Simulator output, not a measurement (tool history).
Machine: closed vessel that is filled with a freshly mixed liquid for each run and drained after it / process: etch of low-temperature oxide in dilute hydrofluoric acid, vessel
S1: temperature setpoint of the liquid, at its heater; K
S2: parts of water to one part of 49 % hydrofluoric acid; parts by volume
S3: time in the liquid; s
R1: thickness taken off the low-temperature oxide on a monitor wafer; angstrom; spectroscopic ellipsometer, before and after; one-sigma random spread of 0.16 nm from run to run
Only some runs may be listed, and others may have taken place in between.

run 1 hour=0.0 | S1=295.15 S2=110 S3=30 | R1=89.556
run 2 hour=5.7 | S1=297.65 S2=95 S3=30 | R1=115.860
run 3 hour=7.8 | S1=299.65 S2=85 S3=30 | R1=144.150
run 4 hour=14.4 | S1=299.65 S2=105 S3=30 | R1=110.770
run 5 hour=19.1 | S1=299.65 S2=105 S3=30 | R1=112.900
run 6 hour=20.5 | S1=300.65 S2=90 S3=30 | R1=139.420
run 7 hour=29.5 | S1=301.65 S2=80 S3=30 | R1=163.030

Run 8 comes next. What will it give?
run 8 hour=33.5 | S1=301.65 S2=80 S3=30 | R1=?

R1: 164.990 angstrom
